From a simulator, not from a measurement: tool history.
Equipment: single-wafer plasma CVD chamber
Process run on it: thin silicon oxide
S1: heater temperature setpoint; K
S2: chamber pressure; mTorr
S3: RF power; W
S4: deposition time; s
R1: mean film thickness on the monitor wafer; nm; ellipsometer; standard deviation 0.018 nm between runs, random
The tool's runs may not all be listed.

{"run": 1, "hour": 0.0, "S1": 683.15, "S2": 637, "S3": 285, "S4": 5.94, "R1": 8.122}
{"run": 2, "hour": 6.5, "S1": 683.15, "S2": 719, "S3": 285, "S4": 5.94, "R1": 9.0838}
{"run": 3, "hour": 8.7, "S1": 683.15, "S2": 686, "S3": 285, "S4": 5.94, "R1": 8.6969}
{"run": 4, "hour": 17.5, "S1": 683.15, "S2": 659, "S3": 285, "S4": 5.94, "R1": 8.3799}
{"run": 5, "hour": 23.3, "S1": 688.15, "S2": 659, "S3": 285, "S4": 5.94, "R1": 8.3467}
{"run": 6, "hour": 29.2, "S1": 688.15, "S2": 636, "S3": 285, "S4": 5.94, "R1": 8.0659}
{"run": 7, "hour": 30.9, "S1": 688.15, "S2": 618, "S3": 285, "S4": 5.94, "R1": 7.8956}
{"run": 8, "hour": 34.6, "S1": 688.15, "S2": 602, "S3": 285, "S4": 5.94, "R1": 7.7104}
{"run": 9, "hour": 35.3, "S1": 688.15, "S2": 588, "S3": 285, "S4": 5.94, "R1": 7.5221}
{"run": 10, "hour": 40.4, "S1": 688.15, "S2": 578, "S3": 285, "S4": 5.94, "R1": 7.4359}
{"run": 11, "hour": 44.7, "S1": 688.15, "S2": 569, "S3": 285, "S4": 5.94, "R1": 7.3117}
{"run": 12, "hour": 51.6, "S1": 688.15, "S2": 562, "S3": 285, "S4": 5.94, "R1": 7.2199}
{"run": 13, "hour": 57.0, "S1": 688.15, "S2": 557, "S3": 285, "S4": 5.94, "R1": 7.1155}

Expected results for the next run?
{"run": 14, "hour": 58.3, "S1": 688.15, "S2": 554, "S3": 285, "S4": 5.94, "R1": "?"}

R1: 7.1172 nm
